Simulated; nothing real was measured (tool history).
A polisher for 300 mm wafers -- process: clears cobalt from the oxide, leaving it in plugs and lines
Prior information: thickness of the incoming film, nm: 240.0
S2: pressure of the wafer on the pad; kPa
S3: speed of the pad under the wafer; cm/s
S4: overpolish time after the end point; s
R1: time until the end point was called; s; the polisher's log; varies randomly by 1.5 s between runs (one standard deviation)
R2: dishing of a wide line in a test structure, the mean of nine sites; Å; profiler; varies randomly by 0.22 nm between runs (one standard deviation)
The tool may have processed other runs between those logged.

Run 1, day 0: flow of slurry (ml/min) 160, S2 9.7 kPa, S3 114 cm/s, S4 29 s. Result: R1 55.101 s, R2 119.9 Å.
Run 2, day 0.2: flow of slurry (ml/min) 140, S2 8.3 kPa, S3 112 cm/s, S4 23 s. Result: R1 68.046 s, R2 114.63 Å.
Run 3, day 0.442: flow of slurry (ml/min) 140, S2 8.3 kPa, S3 112 cm/s, S4 33 s. Result: R1 66.078 s, R2 117.69 Å.
Run 4, day 0.467: flow of slurry (ml/min) 140, S2 8.3 kPa, S3 112 cm/s, S4 39 s. Result: R1 66.673 s, R2 120.23 Å.
Run 5, day 0.608: flow of slurry (ml/min) 125, S2 6.9 kPa, S3 114 cm/s, S4 30 s. Result: R1 80.033 s, R2 120.29 Å.
Run 6, day 0.821: flow of slurry (ml/min) 115, S2 6.9 kPa, S3 106 cm/s, S4 24 s. Result: R1 88.914 s, R2 119.06 Å.
Run 7, day 1.162: flow of slurry (ml/min) 110, S2 6.2 kPa, S3 106 cm/s, S4 20 s. Result: R1 95.688 s, R2 115.58 Å.

Forecast run 8:
Run 8, day 1.496: flow of slurry (ml/min) 105, S2 6.2 kPa, S3 108 cm/s, S4 17 s. Result: R1 ?, R2 ?.

Run 8 measured R1 95.697 s, R2 110.5 Å.

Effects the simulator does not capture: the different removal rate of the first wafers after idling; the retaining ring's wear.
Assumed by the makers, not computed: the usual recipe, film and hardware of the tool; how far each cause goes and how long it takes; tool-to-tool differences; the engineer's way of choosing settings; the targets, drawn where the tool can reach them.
